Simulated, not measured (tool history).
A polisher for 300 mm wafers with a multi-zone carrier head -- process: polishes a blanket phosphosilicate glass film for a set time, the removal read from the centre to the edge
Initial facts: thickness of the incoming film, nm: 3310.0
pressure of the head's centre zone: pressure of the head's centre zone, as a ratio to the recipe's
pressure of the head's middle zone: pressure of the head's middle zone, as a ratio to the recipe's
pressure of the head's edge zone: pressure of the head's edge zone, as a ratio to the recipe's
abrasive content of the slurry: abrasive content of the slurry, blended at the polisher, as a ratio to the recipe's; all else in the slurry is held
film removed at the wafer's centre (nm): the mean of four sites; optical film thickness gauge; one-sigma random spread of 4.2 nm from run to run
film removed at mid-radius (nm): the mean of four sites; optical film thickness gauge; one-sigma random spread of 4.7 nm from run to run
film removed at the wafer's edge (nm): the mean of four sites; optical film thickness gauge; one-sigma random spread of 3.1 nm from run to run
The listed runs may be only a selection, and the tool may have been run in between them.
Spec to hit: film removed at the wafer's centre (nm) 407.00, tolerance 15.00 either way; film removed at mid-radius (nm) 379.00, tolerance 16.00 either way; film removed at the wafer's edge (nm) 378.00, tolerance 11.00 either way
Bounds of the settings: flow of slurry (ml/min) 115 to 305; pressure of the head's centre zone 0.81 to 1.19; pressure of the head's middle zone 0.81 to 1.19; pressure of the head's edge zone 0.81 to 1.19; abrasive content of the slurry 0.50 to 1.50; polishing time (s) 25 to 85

run  hour  flow of slurry (ml/min)  pressure of the head's centre zone  pressure of the head's middle zone  pressure of the head's edge zone  abrasive content of the slurry  polishing time (s)  film removed at the wafer's centre (nm)  film removed at mid-radius (nm)  film removed at the wafer's edge (nm)
  1   0.0                      195                                1.00                                1.00                              1.00                            1.00                  55                                   341.33                           343.25                                 353.03
  2   2.6                      195                                1.00                                1.00                              1.00                            1.10                  55                                   359.21                           353.36                                 370.16
  3   4.5                      195                                1.00                                1.03                              1.00                            1.10                  55                                   355.51                           370.50                                 367.65
  4  12.6                      205                                1.02                                1.03                              1.00                            1.10                  55                                   369.31                           370.75                                 369.29
  5  13.7                      205                                1.02                                1.03                              0.93                            1.10                  55                                   371.81                           365.06                                 351.88
  6  15.6                      205                                1.02                                1.03                              1.00                            1.10                  55                                   363.68                           364.58                                 367.51
  7  21.6                      210                                1.03                                1.04                              1.00                            1.10                  55                                   375.98                           371.85                                 366.98
  8  27.1                      215                                1.04                                1.04                              1.00                            1.10                  55                                   376.65                           371.02                                 370.72
  9  30.6                      220                                1.05                                1.04                              1.00                            1.10                  55                                   380.75                           371.66                                 374.10
 10  37.7                      225                                1.06                                1.04                              1.00                            1.10                  55                                   389.73                           377.87                                 371.83
 11  43.4                      230                                1.07                                1.04                              1.00                            1.10                  55                                   390.48                           376.05                                 369.87

Which one of the following 5 next-run settings gets every result inside its allowed miss? There is exactly one.
  A  49.1                      285                                1.12                                1.10                              0.94                            1.35                  53                                        ?                                ?                                      ?
  B  49.1                      190                                1.02                                1.03                              1.00                            1.00                  59                                        ?                                ?                                      ?
  C  49.1                      205                                1.15                                0.97                              1.04                            1.15                  53                                        ?                                ?                                      ?
  D  49.1                      250                                1.16                                1.10                              1.07                            1.10                  56                                        ?                                ?                                      ?
  E  49.1                      205                                1.12                                1.04                              1.02                            1.30                  52                                        ?                                ?                                      ?

move  film removed at the wafer's centre (nm)  film removed at mid-radius (nm)  film removed at the wafer's edge (nm)
   A                                   434.84                           426.16                                 381.76
   B                                   375.37                           381.90                                 376.85
   C                                   403.41                           348.19                                 368.13
   D                                   432.62                           410.65                                 393.02
   E                                   404.98                           379.95                                 374.74
A: carries the result that was furthest off beyond its target, to the other side
B: misses by more than the last run did
C: the worst result of the last run now meets its target, but another is out of spec
D: carries the result that was furthest off beyond its target, to the other side
E: all results in spec
Correct choice: E, which meets every target
